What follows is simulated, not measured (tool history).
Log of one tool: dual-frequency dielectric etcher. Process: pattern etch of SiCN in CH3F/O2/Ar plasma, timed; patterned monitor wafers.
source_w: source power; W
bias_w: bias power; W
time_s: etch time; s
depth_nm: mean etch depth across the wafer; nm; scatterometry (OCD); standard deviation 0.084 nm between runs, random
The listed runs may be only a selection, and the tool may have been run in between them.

run,hour,source_w,bias_w,time_s,depth_nm
1,0,360,73,61.5,24.058
2,3,380,73,61.5,24.54
3,5.3,380,67,61.5,23.937
4,11.1,400,67,61.5,24.299
5,14.9,400,67,64,25.149
6,18.2,410,67,64,25.355
7,24.6,420,67,64,25.539

The next listed run, before its measurement:
8,27.3,430,67,64,?

depth_nm: 25.741 nm

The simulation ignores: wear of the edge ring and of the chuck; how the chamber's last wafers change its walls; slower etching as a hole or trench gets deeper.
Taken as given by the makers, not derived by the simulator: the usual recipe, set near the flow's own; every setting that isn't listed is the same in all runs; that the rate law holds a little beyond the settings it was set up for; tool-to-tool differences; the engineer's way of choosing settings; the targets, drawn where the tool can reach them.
